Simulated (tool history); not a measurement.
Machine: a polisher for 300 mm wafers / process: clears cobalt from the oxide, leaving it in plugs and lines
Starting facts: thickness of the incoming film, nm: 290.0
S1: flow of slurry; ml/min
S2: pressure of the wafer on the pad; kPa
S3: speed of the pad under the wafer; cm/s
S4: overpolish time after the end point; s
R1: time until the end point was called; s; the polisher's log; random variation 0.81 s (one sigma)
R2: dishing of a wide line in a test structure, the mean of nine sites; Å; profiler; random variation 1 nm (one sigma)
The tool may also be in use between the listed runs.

run  hour   S1    S2   S3  S4      R1      R2
  1     0  185  16.5   76  15  68.819  364.71
  2   3.2  185  16.5   86  15  60.043  415.44
  3   5.3  185  16.5   96  15  54.317  414.67
  4  11.2  185  16.5  108  15  47.851  470.95
  5  16.1  180  14.5  106  17  56.527  437.93
  6  21.2  175  12.4  106  20  65.845  461.73
  7  28.9  150   8.3  104  23  100.23  379.94
  8  32.6  160   8.3  104  23  99.578  389.35

Run 9 is up next; what results do you expect?
  9  34.1  165  8.3  104  23   ?   ?

R1: 98.488 s
R2: 383.26 Å
